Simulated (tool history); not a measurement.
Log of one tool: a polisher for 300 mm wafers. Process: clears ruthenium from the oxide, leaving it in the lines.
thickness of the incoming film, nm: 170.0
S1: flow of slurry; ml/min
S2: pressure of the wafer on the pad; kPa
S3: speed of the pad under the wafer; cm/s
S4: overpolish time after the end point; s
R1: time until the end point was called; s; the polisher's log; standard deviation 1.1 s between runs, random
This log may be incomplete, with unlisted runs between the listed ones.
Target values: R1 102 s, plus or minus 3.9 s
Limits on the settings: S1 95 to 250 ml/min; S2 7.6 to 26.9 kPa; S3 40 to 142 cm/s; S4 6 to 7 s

| run | hour | S1 | S2 | S3 | S4 | R1 |
|---|---|---|---|---|---|---|
| 1 | 0 | 160 | 17.2 | 90 | 7 | 149.02 |
| 2 | 7.6 | 130 | 17.2 | 90 | 7 | 155.12 |
| 3 | 8.9 | 135 | 17.9 | 90 | 7 | 149.62 |
| 4 | 10.3 | 135 | 17.9 | 76 | 7 | 170.71 |
| 5 | 13.4 | 135 | 22.1 | 76 | 7 | 143.12 |
| 6 | 20.6 | 135 | 22.1 | 76 | 6 | 143.63 |
| 7 | 27 | 140 | 22.8 | 78 | 6 | 137.96 |
| 8 | 31 | 140 | 23.4 | 80 | 6 | 131.77 |
| 9 | 32.1 | 140 | 24.1 | 82 | 6 | 126.64 |
| 10 | 33.6 | 140 | 24.8 | 84 | 6 | 121.75 |
| 11 | 40.6 | 140 | 24.8 | 86 | 6 | 119.5 |
| 12 | 41.7 | 140 | 24.8 | 88 | 6 | 116.84 |
| 13 | 44.4 | 145 | 26.2 | 92 | 6 | 107.11 |

Exercise: of the 5 proposed moves below, exactly one satisfies all targets within the stated allowed misses. Which move is it?
| A | 47.1 | 150 | 26.9 | 94 | 7 | ? |
| B | 47.1 | 155 | 25.5 | 88 | 6 | ? |
| C | 47.1 | 155 | 24.1 | 96 | 6 | ? |
| D | 47.1 | 110 | 26.9 | 92 | 7 | ? |
| E | 47.1 | 145 | 24.1 | 86 | 7 | ? |

| move | R1 |
|---|---|
| A | 100.27 |
| B | 109.73 |
| C | 106.96 |
| D | 109.69 |
| E | 118.44 |
A: all results in spec
B: moves away from the targets compared with the last run
C: about the same distance from the targets as the last run
D: moves away from the targets compared with the last run
E: moves away from the targets compared with the last run
So the answer is move A, the one that meets all the targets.
